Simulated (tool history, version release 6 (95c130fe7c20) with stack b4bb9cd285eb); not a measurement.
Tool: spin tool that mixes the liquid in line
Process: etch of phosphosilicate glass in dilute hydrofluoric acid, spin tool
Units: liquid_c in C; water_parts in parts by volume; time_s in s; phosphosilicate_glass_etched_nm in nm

run,hour,liquid_c,water_parts,time_s,phosphosilicate_glass_etched_nm
1,0.0,23.0,210,20,6.7790
2,8.8,23.0,210,20,6.7857
3,15.1,25.5,210,20,7.5033
4,21.5,27.0,210,20,7.8963
5,30.3,27.0,250,20,6.3234
6,33.0,27.0,250,20,6.3516

The next listed run, before its measurement:
7,35.2,28.0,235,20,?

phosphosilicate_glass_etched_nm: 7.1229 nm
